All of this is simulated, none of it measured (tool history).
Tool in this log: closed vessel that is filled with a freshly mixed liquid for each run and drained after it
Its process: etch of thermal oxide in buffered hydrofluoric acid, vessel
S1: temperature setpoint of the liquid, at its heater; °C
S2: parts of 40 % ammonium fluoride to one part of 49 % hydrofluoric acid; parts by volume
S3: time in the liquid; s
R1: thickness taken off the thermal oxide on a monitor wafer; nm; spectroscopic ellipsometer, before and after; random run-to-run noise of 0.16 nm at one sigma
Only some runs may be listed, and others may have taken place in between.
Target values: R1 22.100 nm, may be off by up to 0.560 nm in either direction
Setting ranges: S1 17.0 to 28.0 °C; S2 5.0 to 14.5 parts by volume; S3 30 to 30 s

{"run": 1, "hour": 0.0, "S1": 20.0, "S2": 9.0, "S3": 30, "R1": 33.909}
{"run": 2, "hour": 2.3, "S1": 20.0, "S2": 9.0, "S3": 30, "R1": 33.965}
{"run": 3, "hour": 5.5, "S1": 20.0, "S2": 11.0, "S3": 30, "R1": 28.404}
{"run": 4, "hour": 11.7, "S1": 19.5, "S2": 11.0, "S3": 30, "R1": 27.783}
{"run": 5, "hour": 19.0, "S1": 19.0, "S2": 11.5, "S3": 30, "R1": 25.667}
{"run": 6, "hour": 26.5, "S1": 21.0, "S2": 11.5, "S3": 30, "R1": 28.773}
{"run": 7, "hour": 34.0, "S1": 20.0, "S2": 11.5, "S3": 30, "R1": 27.358}
{"run": 8, "hour": 41.2, "S1": 19.5, "S2": 11.5, "S3": 30, "R1": 26.549}
{"run": 9, "hour": 50.4, "S1": 19.0, "S2": 11.5, "S3": 30, "R1": 25.805}
{"hour": 58.9, "done": "hydrofluoric acid flow meter replaced"}
{"run": 10, "hour": 58.9, "S1": 18.5, "S2": 11.5, "S3": 30, "R1": 22.749}

Pick the move, out of 4, that brings all results within their allowed miss; only one does.
{"run": "A", "hour": 67.4, "S1": 20.0, "S2": 13.0, "S3": 30, "R1": "?"}
{"run": "B", "hour": 67.4, "S1": 20.0, "S2": 14.0, "S3": 30, "R1": "?"}
{"run": "C", "hour": 67.4, "S1": 17.5, "S2": 12.0, "S3": 30, "R1": "?"}
{"run": "D", "hour": 67.4, "S1": 17.5, "S2": 10.5, "S3": 30, "R1": "?"}

move=A R1=21.953
move=B R1=20.413
move=C R1=20.616
move=D R1=23.488
A: every result lands within tolerance
B: moves the result that the last run missed by most past its target, out the other side
C: moves the result that the last run missed by most past its target, out the other side
D: misses by more than the last run did
A meets every target.

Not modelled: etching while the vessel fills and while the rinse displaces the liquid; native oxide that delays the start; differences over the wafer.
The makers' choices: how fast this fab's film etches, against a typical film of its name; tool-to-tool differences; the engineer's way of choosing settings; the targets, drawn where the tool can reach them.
